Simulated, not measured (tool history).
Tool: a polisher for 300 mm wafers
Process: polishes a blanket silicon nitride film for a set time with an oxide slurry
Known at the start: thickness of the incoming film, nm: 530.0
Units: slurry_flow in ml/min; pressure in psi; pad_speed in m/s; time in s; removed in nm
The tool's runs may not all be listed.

| run | hour | slurry_flow | pressure | pad_speed | slurry_solids | time | removed |
|---|---|---|---|---|---|---|---|
| 1 | 0 | 260 | 3 | 1.32 | 1 | 54 | 36.385 |
| 2 | 3 | 260 | 2.5 | 1.32 | 1 | 54 | 31.621 |
| 3 | 7.4 | 260 | 3.2 | 1.32 | 1 | 54 | 38.154 |
| 4 | 15.1 | 260 | 3.2 | 1.32 | 1.15 | 54 | 41.196 |
| 5 | 16.1 | 260 | 3.4 | 1.34 | 1.15 | 54 | 44.651 |
|  | 18.1 | worn pad replaced by a new one |
| 6 | 18.1 | 260 | 3.4 | 1.34 | 1.15 | 54 | 49.866 |
| 7 | 22.9 | 260 | 3.5 | 1.34 | 1.15 | 54 | 51.006 |

The next listed run, before its measurement:
| 8 | 27.7 | 260 | 3.6 | 1.34 | 1.15 | 54 | ? |

removed: 52.892 nm
